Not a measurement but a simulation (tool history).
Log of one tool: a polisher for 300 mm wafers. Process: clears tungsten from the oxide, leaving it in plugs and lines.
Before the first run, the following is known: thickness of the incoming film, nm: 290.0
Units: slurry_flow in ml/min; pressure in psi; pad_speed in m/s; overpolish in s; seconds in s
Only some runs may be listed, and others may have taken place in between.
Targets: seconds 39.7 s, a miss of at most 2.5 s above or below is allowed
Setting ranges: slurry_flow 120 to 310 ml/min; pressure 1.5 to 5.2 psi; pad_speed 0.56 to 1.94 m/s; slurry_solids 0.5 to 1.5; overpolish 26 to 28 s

run	hour	slurry_flow	pressure	pad_speed	slurry_solids	overpolish	seconds
1	0	200	3.3	1.24	1	26	61.527
2	1.5	200	3.6	1.26	1	26	57.377
3	3	200	3.9	1.28	1	26	51.883
4	10.9	200	4.1	1.3	1	26	50.086
5	13.2	200	4.3	1.32	1	26	44.536
6	21.2	170	4.3	1.32	1	26	47.184
7	22.3	175	4.4	1.32	1	26	44.68
8	23.4	175	4.5	1.32	1	26	44.825

Exercise: of the 5 proposed moves below, exactly one satisfies all targets within the stated allowed misses. Which move is it?
A	24.5	210	4.2	1.36	0.9	28	?
B	24.5	140	4.9	1.42	0.9	26	?
C	24.5	205	4.8	1.22	0.85	27	?
D	24.5	170	4.7	1.62	1.1	26	?
E	24.5	215	5.2	1.12	0.9	27	?

move	seconds
A	46.532
B	40.443
C	46.128
D	34.359
E	45.459
A: moves away from the targets compared with the last run
B: every result within its allowed miss
C: moves away from the targets compared with the last run
D: carries the result that was furthest off beyond its target, to the other side
E: moves away from the targets compared with the last run
B is the move that brings every result within its allowed miss.
